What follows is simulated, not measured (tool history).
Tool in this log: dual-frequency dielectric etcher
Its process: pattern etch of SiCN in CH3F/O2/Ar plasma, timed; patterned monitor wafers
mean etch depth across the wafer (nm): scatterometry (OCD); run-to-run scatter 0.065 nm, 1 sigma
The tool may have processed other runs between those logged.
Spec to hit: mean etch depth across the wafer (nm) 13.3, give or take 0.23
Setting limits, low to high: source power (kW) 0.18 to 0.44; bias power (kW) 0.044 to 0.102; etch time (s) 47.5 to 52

| run | hour | source power (kW) | bias power (kW) | etch time (s) | mean etch depth across the wafer (nm) |
|---|---|---|---|---|---|
| 1 | 0 | 0.31 | 0.073 | 52 | 17.08 |
| 2 | 1.6 | 0.28 | 0.073 | 52 | 16.441 |
| 3 | 4.3 | 0.26 | 0.069 | 52 | 15.395 |
| 4 | 9.8 | 0.24 | 0.068 | 52 | 14.809 |
| 5 | 17.6 | 0.19 | 0.068 | 52 | 13.038 |
| 6 | 19.5 | 0.18 | 0.068 | 52 | 12.59 |
| 7 | 28 | 0.22 | 0.069 | 52 | 14.117 |
|  | 29.5 | bias power generator calibrated |
| 8 | 29.5 | 0.22 | 0.069 | 52 | 14.343 |
| 9 | 30.3 | 0.21 | 0.069 | 52 | 14.028 |
| 10 | 37.3 | 0.2 | 0.069 | 52 | 13.634 |

5 candidate next runs follow, results not yet known. Just one meets every target within its allowed miss. Identify it.
| A | 44.3 | 0.22 | 0.07 | 50.5 | ? |
| B | 44.3 | 0.18 | 0.077 | 52 | ? |
| C | 44.3 | 0.22 | 0.07 | 50 | ? |
| D | 44.3 | 0.21 | 0.069 | 51 | ? |
| E | 44.3 | 0.21 | 0.067 | 52 | ? |

| move | mean etch depth across the wafer (nm) |
|---|---|
| A | 14.045 |
| B | 13.435 |
| C | 13.906 |
| D | 13.761 |
| E | 13.854 |
A: moves away from the targets compared with the last run
B: all results land within tolerance of their targets
C: moves away from the targets compared with the last run
D: moves away from the targets compared with the last run
E: moves away from the targets compared with the last run
So the answer is move B, the one that meets all the targets.
